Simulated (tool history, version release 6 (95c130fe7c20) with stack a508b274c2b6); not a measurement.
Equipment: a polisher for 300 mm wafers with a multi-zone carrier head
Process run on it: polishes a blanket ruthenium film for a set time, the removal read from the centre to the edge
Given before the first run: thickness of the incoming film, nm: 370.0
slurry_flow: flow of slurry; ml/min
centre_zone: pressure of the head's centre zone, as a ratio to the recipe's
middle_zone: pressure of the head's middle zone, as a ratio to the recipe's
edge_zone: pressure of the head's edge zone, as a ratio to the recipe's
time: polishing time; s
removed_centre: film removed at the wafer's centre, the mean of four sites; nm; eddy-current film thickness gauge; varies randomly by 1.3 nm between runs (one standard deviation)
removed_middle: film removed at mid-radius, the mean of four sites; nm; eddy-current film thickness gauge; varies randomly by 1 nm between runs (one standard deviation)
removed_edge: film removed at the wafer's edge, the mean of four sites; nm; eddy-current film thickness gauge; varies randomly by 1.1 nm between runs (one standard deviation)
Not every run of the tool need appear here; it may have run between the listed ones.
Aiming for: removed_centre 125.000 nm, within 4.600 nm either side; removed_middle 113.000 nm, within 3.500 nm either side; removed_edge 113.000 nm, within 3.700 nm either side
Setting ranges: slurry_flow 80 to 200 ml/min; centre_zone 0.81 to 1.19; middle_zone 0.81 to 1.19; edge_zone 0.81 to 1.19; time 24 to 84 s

run  hour  slurry_flow  centre_zone  middle_zone  edge_zone  time  removed_centre  removed_middle  removed_edge
  1   0.0          130         1.00         1.00       1.00    54          92.976          90.732        92.032
  2   0.7          130         1.00         0.94       1.00    54          92.787          86.502        92.422
  3   9.3          130         1.00         0.94       1.00    60         101.510          95.209       103.400
  4  16.6          130         1.00         0.94       1.08    60         100.540          96.379       107.410
  5  20.3          130         0.93         0.94       1.08    60          95.127          95.944       107.340
  6  22.2          130         0.93         0.94       1.08    69         108.930         111.780       123.560
  7  27.7          135         0.96         0.94       1.04    69         111.400         113.350       121.290
  8  33.0          135         0.99         0.94       1.01    69         116.240         109.390       118.830
  9  33.9          140         1.00         0.95       0.99    69         119.240         112.950       119.040
 10  35.3          140         1.00         0.95       0.99    69         117.040         112.100       118.510
 11  44.0          140         1.01         0.96       0.97    69         120.210         114.560       118.710
 12  50.1          140         1.02         0.96       0.95    69         124.660         115.010       115.480

Of the 5 settings listed for the next run, only one would bring every result within its allowed miss of target. Which one?
  A  56.2          145         1.02         0.84       0.99    72               ?               ?             ?
  B  56.2          115         1.14         1.04       0.84    67               ?               ?             ?
  C  56.2          130         1.06         0.96       1.01    69               ?               ?             ?
  D  56.2          140         1.00         0.89       0.81    72               ?               ?             ?
  E  56.2          135         1.08         0.91       0.91    68               ?               ?             ?

move  removed_centre  removed_middle  removed_edge
   A         124.770         107.790       124.460
   B         124.180         113.770       104.040
   C         121.820         112.440       118.670
   D         121.550         112.080       112.990
   E         123.200         106.970       111.910
A: moves away from the targets compared with the last run
B: takes the biggest miss from the last run beyond its target
C: moves away from the targets compared with the last run
D: hits every target within its allowed miss
E: puts the biggest miss on target and leaves a different result outside tolerance
The move that meets every target is D.

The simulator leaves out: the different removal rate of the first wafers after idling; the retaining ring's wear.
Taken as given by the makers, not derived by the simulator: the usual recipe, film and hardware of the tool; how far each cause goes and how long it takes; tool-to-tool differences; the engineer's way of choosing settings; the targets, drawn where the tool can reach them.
